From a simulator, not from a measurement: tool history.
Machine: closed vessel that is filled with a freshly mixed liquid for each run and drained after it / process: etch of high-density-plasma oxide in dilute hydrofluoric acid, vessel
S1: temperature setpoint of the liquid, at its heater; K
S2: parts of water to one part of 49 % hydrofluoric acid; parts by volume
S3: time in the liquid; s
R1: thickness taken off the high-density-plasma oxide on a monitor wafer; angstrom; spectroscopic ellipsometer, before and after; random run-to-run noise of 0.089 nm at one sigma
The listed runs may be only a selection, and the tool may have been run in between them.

run	hour	S1	S2	S3	R1
1	0	299.15	160	550	168.21
2	5.4	299.15	160	420	129.71
3	7.7	299.15	115	420	189.4
4	15.8	302.15	115	420	213.79
5	23.5	302.15	145	420	162.32
6	24.8	301.65	145	420	159.92
7	31.8	301.15	145	420	157.29
8	32.4	300.65	145	420	155.53

The next listed run, before its measurement:
9	36	300.15	145	420	?

{"run 9": {"R1": 152.25}}

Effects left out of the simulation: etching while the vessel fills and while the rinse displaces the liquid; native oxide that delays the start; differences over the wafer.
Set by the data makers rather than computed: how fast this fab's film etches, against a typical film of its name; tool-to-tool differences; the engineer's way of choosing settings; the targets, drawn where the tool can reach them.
